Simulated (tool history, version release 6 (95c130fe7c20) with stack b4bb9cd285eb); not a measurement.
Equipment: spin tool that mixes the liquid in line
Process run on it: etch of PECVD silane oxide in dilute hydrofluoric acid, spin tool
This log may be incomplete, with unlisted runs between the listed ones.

run,day,temperature setpoint of the liquid (K),parts of water to one part of 49 % hydrofluoric acid (parts by volume),time under the liquid (s),thickness taken off the PECVD silane oxide on a monitor wafer (Å)
1,0,298.15,295,85,86.169
2,0.338,298.15,295,90,92.563
3,0.592,299.65,270,90,108.69
4,0.621,300.65,245,90,128.84
5,0.8,298.15,245,90,116.1
6,1.1,295.65,245,90,106.37
7,1.121,297.65,230,90,125.18
8,1.458,299.15,220,90,136.82
9,1.662,300.15,210,90,152.52
10,1.854,301.15,205,90,162.46
11,1.925,302.15,200,90,172.68
12,2.071,302.15,200,90,173.37
13,2.442,302.65,200,90,173.07
14,2.758,303.15,195,90,186.58
15,3.05,303.65,195,90,189.36
16,3.417,304.15,195,90,193.26

Run 17, settings as shown, results not yet in. Your forecast:
17,3.642,304.65,195,90,?

Run 17 yielded thickness taken off the PECVD silane oxide on a monitor wafer (Å) 194.46.
